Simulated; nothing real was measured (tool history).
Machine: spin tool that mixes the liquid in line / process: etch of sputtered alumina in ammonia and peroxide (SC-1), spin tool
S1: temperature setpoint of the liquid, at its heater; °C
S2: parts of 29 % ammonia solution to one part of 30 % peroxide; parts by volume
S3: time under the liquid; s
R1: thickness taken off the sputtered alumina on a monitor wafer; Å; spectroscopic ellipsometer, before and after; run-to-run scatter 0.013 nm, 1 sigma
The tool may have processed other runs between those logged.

run	day	S1	S2	S3	R1
1	0.000	47.0	0.55	35	24.087
2	0.054	42.5	0.55	35	18.674
3	0.383	41.5	0.55	35	17.642
4	0.692	45.0	0.55	35	21.613
5	0.825	43.5	0.55	35	19.797
6	1.083	43.5	0.35	35	19.309
7	1.317	42.5	0.35	35	17.670
8	1.450	42.5	0.35	35	17.876
9	1.621	41.5	0.35	35	16.764

Expected results for the next run?
10	1.729	41.0	0.35	35	?

Run 10 yielded R1 16.329 Å.
